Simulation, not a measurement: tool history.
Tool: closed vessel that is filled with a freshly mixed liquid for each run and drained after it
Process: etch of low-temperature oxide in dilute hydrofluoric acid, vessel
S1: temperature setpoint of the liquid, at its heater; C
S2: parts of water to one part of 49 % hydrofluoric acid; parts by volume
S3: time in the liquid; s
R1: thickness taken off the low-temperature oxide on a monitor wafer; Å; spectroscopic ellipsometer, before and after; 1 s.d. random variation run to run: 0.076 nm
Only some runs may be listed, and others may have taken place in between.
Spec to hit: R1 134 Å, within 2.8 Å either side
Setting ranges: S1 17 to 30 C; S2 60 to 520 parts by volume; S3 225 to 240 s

Run 1, hour 0: S1 22 C, S2 290 parts by volume, S3 225 s. Result: R1 92.393 Å.
Run 2, hour 1.3: S1 25 C, S2 290 parts by volume, S3 225 s. Result: R1 102.51 Å.
Run 3, hour 2.9: S1 26.5 C, S2 285 parts by volume, S3 225 s. Result: R1 109.76 Å.
Run 4, hour 11: S1 26.5 C, S2 385 parts by volume, S3 225 s. Result: R1 74.188 Å.
Run 5, hour 15.6: S1 26.5 C, S2 385 parts by volume, S3 225 s. Result: R1 75.006 Å.
Run 6, hour 20: S1 26.5 C, S2 335 parts by volume, S3 225 s. Result: R1 89.326 Å.
Run 7, hour 27.5: S1 27.5 C, S2 310 parts by volume, S3 225 s. Result: R1 102.24 Å.
Run 8, hour 31.7: S1 28 C, S2 295 parts by volume, S3 225 s. Result: R1 110.85 Å.
Run 9, hour 34.1: S1 28.5 C, S2 285 parts by volume, S3 225 s. Result: R1 118.35 Å.

Of the 4 settings listed for the next run, only one would bring every result within its allowed miss of target. Which one?
Run A, hour 36.5: S1 25.5 C, S2 245 parts by volume, S3 225 s. Result: R1 ?.
Run B, hour 36.5: S1 28 C, S2 280 parts by volume, S3 240 s. Result: R1 ?.
Run C, hour 36.5: S1 29 C, S2 260 parts by volume, S3 225 s. Result: R1 ?.
Run D, hour 36.5: S1 30 C, S2 270 parts by volume, S3 235 s. Result: R1 ?.

move      R1
   A  129.91
   B  127.28
   C  135.83
   D  139.63
A: closes in on the targets versus the last run, not all within tolerance yet
B: closes in on the targets versus the last run, not all within tolerance yet
C: hits every target within its allowed miss
D: pushes the last run's worst result past its target
The move that meets every target is C.
